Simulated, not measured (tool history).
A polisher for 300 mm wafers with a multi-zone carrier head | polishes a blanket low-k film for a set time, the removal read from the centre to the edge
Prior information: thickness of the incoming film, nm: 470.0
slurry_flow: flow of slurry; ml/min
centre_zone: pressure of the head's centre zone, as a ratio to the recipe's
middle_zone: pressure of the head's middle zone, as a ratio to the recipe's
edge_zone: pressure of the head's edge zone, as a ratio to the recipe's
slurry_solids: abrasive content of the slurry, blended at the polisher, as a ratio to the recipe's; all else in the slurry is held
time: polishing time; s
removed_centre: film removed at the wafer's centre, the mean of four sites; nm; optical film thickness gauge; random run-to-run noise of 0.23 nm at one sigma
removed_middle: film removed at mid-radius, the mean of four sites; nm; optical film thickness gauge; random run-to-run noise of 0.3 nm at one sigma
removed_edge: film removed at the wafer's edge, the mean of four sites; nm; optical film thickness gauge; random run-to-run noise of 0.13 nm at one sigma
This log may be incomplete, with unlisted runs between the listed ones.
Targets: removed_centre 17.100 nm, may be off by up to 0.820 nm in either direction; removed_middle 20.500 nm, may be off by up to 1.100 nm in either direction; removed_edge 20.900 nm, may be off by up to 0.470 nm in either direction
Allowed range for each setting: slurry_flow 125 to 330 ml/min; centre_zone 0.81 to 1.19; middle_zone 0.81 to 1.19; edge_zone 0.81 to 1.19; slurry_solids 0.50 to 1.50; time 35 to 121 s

run 1 hour=0.0 | slurry_flow=210 centre_zone=1.00 middle_zone=1.00 edge_zone=1.00 slurry_solids=1.00 time=78 | removed_centre=33.884 removed_middle=32.575 removed_edge=31.031
run 2 hour=5.1 | slurry_flow=210 centre_zone=1.00 middle_zone=1.00 edge_zone=1.00 slurry_solids=0.90 time=78 | removed_centre=32.109 removed_middle=29.905 removed_edge=29.214
run 3 hour=11.0 | slurry_flow=235 centre_zone=1.00 middle_zone=1.00 edge_zone=1.00 slurry_solids=0.90 time=78 | removed_centre=32.420 removed_middle=30.286 removed_edge=29.727
run 4 hour=14.3 | slurry_flow=215 centre_zone=1.00 middle_zone=1.00 edge_zone=1.00 slurry_solids=0.90 time=78 | removed_centre=31.796 removed_middle=30.655 removed_edge=29.125
run 5 hour=20.3 | slurry_flow=215 centre_zone=1.00 middle_zone=1.07 edge_zone=1.00 slurry_solids=0.90 time=78 | removed_centre=32.101 removed_middle=31.984 removed_edge=29.070
-- hour=21.3 centre zone pressure recalibrated
run 6 hour=21.3 | slurry_flow=205 centre_zone=0.96 middle_zone=1.07 edge_zone=1.03 slurry_solids=0.80 time=75 | removed_centre=24.919 removed_middle=28.598 removed_edge=26.188
run 7 hour=21.9 | slurry_flow=205 centre_zone=0.96 middle_zone=1.07 edge_zone=1.03 slurry_solids=0.80 time=75 | removed_centre=24.609 removed_middle=28.606 removed_edge=26.341
run 8 hour=25.6 | slurry_flow=200 centre_zone=0.94 middle_zone=1.04 edge_zone=1.00 slurry_solids=0.75 time=75 | removed_centre=23.405 removed_middle=26.870 removed_edge=25.038
run 9 hour=31.6 | slurry_flow=195 centre_zone=0.92 middle_zone=1.01 edge_zone=0.98 slurry_solids=0.70 time=75 | removed_centre=21.161 removed_middle=24.788 removed_edge=23.051
run 10 hour=33.2 | slurry_flow=145 centre_zone=0.83 middle_zone=0.91 edge_zone=1.00 slurry_solids=0.70 time=75 | removed_centre=19.009 removed_middle=21.755 removed_edge=22.797
run 11 hour=41.7 | slurry_flow=145 centre_zone=0.83 middle_zone=0.91 edge_zone=0.99 slurry_solids=0.70 time=75 | removed_centre=18.432 removed_middle=21.430 removed_edge=22.386
run 12 hour=49.6 | slurry_flow=145 centre_zone=0.83 middle_zone=0.91 edge_zone=0.98 slurry_solids=0.70 time=75 | removed_centre=18.500 removed_middle=20.835 removed_edge=22.754
run 13 hour=53.7 | slurry_flow=140 centre_zone=0.82 middle_zone=1.00 edge_zone=0.94 slurry_solids=0.55 time=75 | removed_centre=14.725 removed_middle=18.605 removed_edge=17.866
run 14 hour=57.1 | slurry_flow=160 centre_zone=0.82 middle_zone=0.98 edge_zone=0.94 slurry_solids=0.55 time=75 | removed_centre=15.060 removed_middle=18.556 removed_edge=17.902
run 15 hour=59.9 | slurry_flow=160 centre_zone=0.83 middle_zone=0.98 edge_zone=0.96 slurry_solids=0.55 time=75 | removed_centre=14.877 removed_middle=18.532 removed_edge=17.958
run 16 hour=68.7 | slurry_flow=160 centre_zone=0.85 middle_zone=0.98 edge_zone=0.99 slurry_solids=0.55 time=75 | removed_centre=15.541 removed_middle=18.383 removed_edge=18.395
run 17 hour=75.8 | slurry_flow=175 centre_zone=0.85 middle_zone=0.98 edge_zone=1.01 slurry_solids=0.55 time=75 | removed_centre=15.416 removed_middle=18.505 removed_edge=18.502
run 18 hour=83.4 | slurry_flow=170 centre_zone=0.86 middle_zone=0.99 edge_zone=1.03 slurry_solids=0.55 time=75 | removed_centre=15.858 removed_middle=18.610 removed_edge=18.515
run 19 hour=89.8 | slurry_flow=170 centre_zone=0.86 middle_zone=0.99 edge_zone=1.04 slurry_solids=0.55 time=75 | removed_centre=15.403 removed_middle=18.539 removed_edge=18.607
run 20 hour=94.1 | slurry_flow=170 centre_zone=0.86 middle_zone=0.99 edge_zone=1.05 slurry_solids=0.55 time=75 | removed_centre=16.025 removed_middle=18.628 removed_edge=18.841
run 21 hour=98.1 | slurry_flow=170 centre_zone=0.86 middle_zone=0.99 edge_zone=1.06 slurry_solids=0.55 time=75 | removed_centre=15.543 removed_middle=18.666 removed_edge=18.806
run 22 hour=100.4 | slurry_flow=170 centre_zone=0.86 middle_zone=0.99 edge_zone=1.07 slurry_solids=0.55 time=75 | removed_centre=15.632 removed_middle=18.746 removed_edge=18.740
run 23 hour=102.7 | slurry_flow=230 centre_zone=0.87 middle_zone=1.01 edge_zone=1.17 slurry_solids=0.60 time=75 | removed_centre=18.177 removed_middle=21.303 removed_edge=22.094
run 24 hour=103.6 | slurry_flow=225 centre_zone=0.87 middle_zone=1.01 edge_zone=1.16 slurry_solids=0.60 time=75 | removed_centre=17.899 removed_middle=21.254 removed_edge=21.874

Consider the 5 candidate settings below. Which is the only one whose results all fall within their allowed miss of target?
run A hour=104.5 | slurry_flow=210 centre_zone=0.87 middle_zone=1.02 edge_zone=1.18 slurry_solids=0.65 time=67 | removed_centre=? removed_middle=? removed_edge=?
run B hour=104.5 | slurry_flow=185 centre_zone=1.03 middle_zone=1.03 edge_zone=1.07 slurry_solids=0.65 time=67 | removed_centre=? removed_middle=? removed_edge=?
run C hour=104.5 | slurry_flow=300 centre_zone=0.97 middle_zone=1.00 edge_zone=1.11 slurry_solids=0.85 time=53 | removed_centre=? removed_middle=? removed_edge=?
run D hour=104.5 | slurry_flow=270 centre_zone=0.91 middle_zone=1.13 edge_zone=1.14 slurry_solids=0.55 time=75 | removed_centre=? removed_middle=? removed_edge=?
run E hour=104.5 | slurry_flow=235 centre_zone=0.95 middle_zone=1.09 edge_zone=1.10 slurry_solids=0.65 time=67 | removed_centre=? removed_middle=? removed_edge=?

move=A removed_centre=16.890 removed_middle=20.001 removed_edge=21.307
move=B removed_centre=19.666 removed_middle=19.889 removed_edge=20.289
move=C removed_centre=18.976 removed_middle=19.769 removed_edge=20.736
move=D removed_centre=17.278 removed_middle=21.284 removed_edge=20.337
move=E removed_centre=18.660 removed_middle=21.392 removed_edge=20.865
A: hits every target within its allowed miss
B: carries the result that was furthest off beyond its target, to the other side
C: gets the furthest-off result to its target, but another result is out of tolerance
D: carries the result that was furthest off beyond its target, to the other side
E: gets the furthest-off result to its target, but another result is out of tolerance
The move that meets every target is A.

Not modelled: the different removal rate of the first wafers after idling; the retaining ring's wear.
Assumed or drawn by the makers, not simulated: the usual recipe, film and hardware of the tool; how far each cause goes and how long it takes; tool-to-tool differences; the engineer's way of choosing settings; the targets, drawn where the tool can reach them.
